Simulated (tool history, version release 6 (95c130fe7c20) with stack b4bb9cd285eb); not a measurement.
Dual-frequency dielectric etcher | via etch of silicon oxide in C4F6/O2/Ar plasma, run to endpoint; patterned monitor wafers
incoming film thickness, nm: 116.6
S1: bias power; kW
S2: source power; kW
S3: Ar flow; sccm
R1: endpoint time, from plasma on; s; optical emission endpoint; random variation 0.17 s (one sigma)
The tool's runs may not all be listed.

run 1 hour=0 | S1=0.534 S2=0.31 S3=326 | R1=28.431
run 2 hour=3.9 | S1=0.458 S2=0.31 S3=326 | R1=31.616
run 3 hour=4.7 | S1=0.458 S2=0.31 S3=289 | R1=30.623
run 4 hour=6.5 | S1=0.458 S2=0.31 S3=253 | R1=30.719
run 5 hour=11.6 | S1=0.53 S2=0.31 S3=253 | R1=28.191
run 6 hour=12.7 | S1=0.53 S2=0.33 S3=253 | R1=26.832
run 7 hour=16.4 | S1=0.561 S2=0.33 S3=253 | R1=26.239

Forecast run 8:
run 8 hour=19.7 | S1=0.589 S2=0.33 S3=253 | R1=?

Run 8 gave R1 25.775 s.

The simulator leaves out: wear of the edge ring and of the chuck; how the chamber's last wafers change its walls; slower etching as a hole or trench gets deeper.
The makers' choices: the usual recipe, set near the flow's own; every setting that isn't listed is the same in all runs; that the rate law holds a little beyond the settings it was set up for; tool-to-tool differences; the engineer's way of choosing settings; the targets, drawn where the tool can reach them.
